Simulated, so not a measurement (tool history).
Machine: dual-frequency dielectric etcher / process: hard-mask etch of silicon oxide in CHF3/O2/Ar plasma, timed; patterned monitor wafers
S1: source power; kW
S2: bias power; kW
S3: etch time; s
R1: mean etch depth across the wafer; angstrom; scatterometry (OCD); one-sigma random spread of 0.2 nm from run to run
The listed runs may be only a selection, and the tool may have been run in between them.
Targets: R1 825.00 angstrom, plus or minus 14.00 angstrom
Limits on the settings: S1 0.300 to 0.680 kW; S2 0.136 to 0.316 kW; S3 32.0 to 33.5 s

run	hour	S1	S2	S3	R1
1	0.0	0.490	0.226	32.0	700.17
2	5.1	0.420	0.226	32.0	643.45
3	10.9	0.420	0.226	32.0	641.29
4	19.6	0.420	0.226	32.0	640.12
5	23.3	0.360	0.226	32.0	582.51
6	25.0	0.410	0.226	32.0	630.98
7	27.5	0.430	0.227	32.0	653.11
8	34.5	0.450	0.228	32.0	670.40
9	39.8	0.470	0.229	32.0	689.51
10	44.3	0.490	0.230	32.0	708.26
11	52.7	0.500	0.231	32.0	717.88
12	54.0	0.510	0.231	32.0	726.67

Exactly one of the 5 candidate moves below puts every result within its allowed miss. Which one?
A	55.3	0.530	0.187	33.5	?
B	55.3	0.500	0.271	33.5	?
C	55.3	0.430	0.233	32.0	?
D	55.3	0.570	0.244	32.0	?
E	55.3	0.500	0.195	32.5	?

move	R1
A	686.84
B	820.53
C	662.39
D	793.82
E	661.59
A: the biggest miss grows against the last run
B: in spec on every target
C: the biggest miss grows against the last run
D: gains on the last run, yet a result remains outside its allowed miss
E: the biggest miss grows against the last run
The right move is B.

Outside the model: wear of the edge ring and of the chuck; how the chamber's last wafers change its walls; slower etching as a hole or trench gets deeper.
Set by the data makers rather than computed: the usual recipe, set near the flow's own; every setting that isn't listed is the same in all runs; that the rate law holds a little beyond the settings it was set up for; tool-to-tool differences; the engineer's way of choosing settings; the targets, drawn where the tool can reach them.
